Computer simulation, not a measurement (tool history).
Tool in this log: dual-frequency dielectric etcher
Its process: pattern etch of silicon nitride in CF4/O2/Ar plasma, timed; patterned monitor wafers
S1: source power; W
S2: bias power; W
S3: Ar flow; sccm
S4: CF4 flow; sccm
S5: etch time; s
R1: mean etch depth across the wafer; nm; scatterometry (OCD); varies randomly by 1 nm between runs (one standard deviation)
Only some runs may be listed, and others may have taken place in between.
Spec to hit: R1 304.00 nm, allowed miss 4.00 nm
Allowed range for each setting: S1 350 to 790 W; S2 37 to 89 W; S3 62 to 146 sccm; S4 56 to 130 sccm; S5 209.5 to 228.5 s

| run | hour | S1 | S2 | S3 | S4 | S5 | R1 |
|---|---|---|---|---|---|---|---|
| 1 | 0.0 | 570 | 63 | 104 | 93 | 228.5 | 509.57 |
| 2 | 4.1 | 610 | 63 | 104 | 93 | 228.5 | 544.76 |
| 3 | 6.8 | 610 | 63 | 104 | 93 | 209.5 | 500.16 |
| 4 | 7.5 | 560 | 59 | 105 | 93 | 209.5 | 445.99 |
| 5 | 13.5 | 560 | 59 | 105 | 93 | 228.5 | 485.03 |
| 6 | 21.1 | 560 | 59 | 96 | 93 | 228.5 | 494.57 |
| 7 | 27.9 | 520 | 55 | 97 | 93 | 228.5 | 442.55 |
| 8 | 30.9 | 490 | 53 | 97 | 93 | 228.5 | 409.49 |
| 9 | 33.4 | 470 | 52 | 97 | 93 | 228.5 | 389.64 |
| 10 | 37.7 | 360 | 44 | 99 | 92 | 228.5 | 267.62 |
|  | 41.7 | Ar flow controller replaced |
| 11 | 41.7 | 370 | 44 | 99 | 92 | 228.5 | 281.27 |
| 12 | 46.8 | 370 | 44 | 99 | 92 | 228.5 | 280.05 |
| 13 | 55.0 | 430 | 44 | 99 | 92 | 228.5 | 333.19 |
| 14 | 56.4 | 420 | 44 | 99 | 92 | 228.5 | 321.70 |
| 15 | 64.1 | 410 | 44 | 99 | 92 | 228.5 | 314.35 |

Exactly one of the 5 candidate moves below puts every result within its allowed miss. Which one?
| A | 71.8 | 410 | 43 | 101 | 94 | 228.5 | ? |
| B | 71.8 | 420 | 46 | 100 | 89 | 224.0 | ? |
| C | 71.8 | 450 | 40 | 83 | 93 | 209.5 | ? |
| D | 71.8 | 400 | 44 | 96 | 77 | 228.5 | ? |
| E | 71.8 | 430 | 41 | 94 | 88 | 227.5 | ? |

| move | R1 |
|---|---|
| A | 310.00 |
| B | 320.73 |
| C | 317.00 |
| D | 303.50 |
| E | 321.63 |
A: moves toward the targets from the last run without getting all of them in spec
B: further off than the last run
C: further off than the last run
D: all results land within tolerance of their targets
E: further off than the last run
The move that meets every target is D.
